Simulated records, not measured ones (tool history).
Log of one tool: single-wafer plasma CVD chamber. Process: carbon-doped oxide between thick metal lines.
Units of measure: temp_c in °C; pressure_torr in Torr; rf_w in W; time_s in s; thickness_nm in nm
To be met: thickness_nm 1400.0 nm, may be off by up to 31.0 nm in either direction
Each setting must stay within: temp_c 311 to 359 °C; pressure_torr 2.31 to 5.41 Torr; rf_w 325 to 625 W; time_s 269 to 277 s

run  hour  temp_c  pressure_torr  rf_w  time_s  thickness_nm
  1   0.0     335           3.86   475     269        1239.8
  2   7.7     335           3.86   475     269        1240.4
  3  11.6     335           3.86   430     269        1136.5
  4  15.6     325           3.86   430     269        1171.6
  5  18.7     325           3.86   430     277        1218.9
  6  23.7     324           4.02   445     277        1270.0
  7  31.7     323           4.24   450     277        1296.5
  8  36.7     323           4.24   450     277        1275.8
  9  44.3     322           4.27   465     277        1335.1

Which one of the following 4 next-run settings gets every result inside its allowed miss? There is exactly one.
  A  51.9     315           4.82   490     270             ?
  B  51.9     324           4.04   460     269             ?
  C  51.9     325           4.47   450     273             ?
  D  51.9     331           4.49   480     273             ?

move  thickness_nm
   A        1416.5
   B        1268.0
   C        1275.1
   D        1318.4
A: hits every target within its allowed miss
B: moves away from the targets compared with the last run
C: moves away from the targets compared with the last run
D: moves away from the targets compared with the last run
So the answer is move A, the one that meets all the targets.
